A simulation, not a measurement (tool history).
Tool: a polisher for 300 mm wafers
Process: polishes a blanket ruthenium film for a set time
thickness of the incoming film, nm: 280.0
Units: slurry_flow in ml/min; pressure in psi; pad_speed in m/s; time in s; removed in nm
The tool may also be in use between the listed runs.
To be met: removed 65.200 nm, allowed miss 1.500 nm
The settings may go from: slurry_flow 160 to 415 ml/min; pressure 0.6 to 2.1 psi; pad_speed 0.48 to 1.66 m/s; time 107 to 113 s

Run 1, hour 0.0: slurry_flow 265 ml/min, pressure 1.3 psi, pad_speed 1.06 m/s, time 107 s. Result: removed 77.749 nm.
Run 2, hour 7.7: slurry_flow 265 ml/min, pressure 1.3 psi, pad_speed 1.06 m/s, time 107 s. Result: removed 77.563 nm.
Run 3, hour 12.9: slurry_flow 265 ml/min, pressure 1.3 psi, pad_speed 1.30 m/s, time 107 s. Result: removed 92.347 nm.
Run 4, hour 20.1: slurry_flow 260 ml/min, pressure 1.2 psi, pad_speed 1.30 m/s, time 107 s. Result: removed 85.031 nm.
Run 5, hour 22.0: slurry_flow 220 ml/min, pressure 1.2 psi, pad_speed 1.30 m/s, time 107 s. Result: removed 81.837 nm.
Run 6, hour 24.0: slurry_flow 205 ml/min, pressure 1.1 psi, pad_speed 1.30 m/s, time 107 s. Result: removed 74.832 nm.
Run 7, hour 26.6: slurry_flow 195 ml/min, pressure 1.1 psi, pad_speed 1.30 m/s, time 107 s. Result: removed 74.450 nm.
Run 8, hour 33.4: slurry_flow 185 ml/min, pressure 1.1 psi, pad_speed 1.30 m/s, time 107 s. Result: removed 72.980 nm.
Run 9, hour 34.9: slurry_flow 185 ml/min, pressure 1.1 psi, pad_speed 1.30 m/s, time 107 s. Result: removed 73.617 nm.
Run 10, hour 38.2: slurry_flow 180 ml/min, pressure 1.1 psi, pad_speed 1.30 m/s, time 107 s. Result: removed 73.575 nm.
Run 11, hour 43.0: slurry_flow 175 ml/min, pressure 1.1 psi, pad_speed 1.30 m/s, time 107 s. Result: removed 72.476 nm.
Run 12, hour 51.6: slurry_flow 170 ml/min, pressure 1.1 psi, pad_speed 1.30 m/s, time 107 s. Result: removed 71.860 nm.
Run 13, hour 58.6: slurry_flow 165 ml/min, pressure 1.1 psi, pad_speed 1.30 m/s, time 107 s. Result: removed 71.427 nm.

Which of these 5 next moves meets every target?
Run A, hour 65.6: slurry_flow 230 ml/min, pressure 0.9 psi, pad_speed 1.26 m/s, time 107 s. Result: removed ?.
Run B, hour 65.6: slurry_flow 185 ml/min, pressure 0.9 psi, pad_speed 1.40 m/s, time 107 s. Result: removed ?.
Run C, hour 65.6: slurry_flow 165 ml/min, pressure 0.8 psi, pad_speed 1.64 m/s, time 113 s. Result: removed ?.
Run D, hour 65.6: slurry_flow 240 ml/min, pressure 1.0 psi, pad_speed 1.02 m/s, time 112 s. Result: removed ?.
Run E, hour 65.6: slurry_flow 235 ml/min, pressure 1.0 psi, pad_speed 1.24 m/s, time 111 s. Result: removed ?.

move  removed
   A   61.755
   B   64.726
   C   68.659
   D   60.418
   E   69.758
A: takes the result that was furthest off past its target
B: meets every target
C: nearer than the last run, and not there yet
D: takes the result that was furthest off past its target
E: nearer than the last run, and not there yet
Answer: B

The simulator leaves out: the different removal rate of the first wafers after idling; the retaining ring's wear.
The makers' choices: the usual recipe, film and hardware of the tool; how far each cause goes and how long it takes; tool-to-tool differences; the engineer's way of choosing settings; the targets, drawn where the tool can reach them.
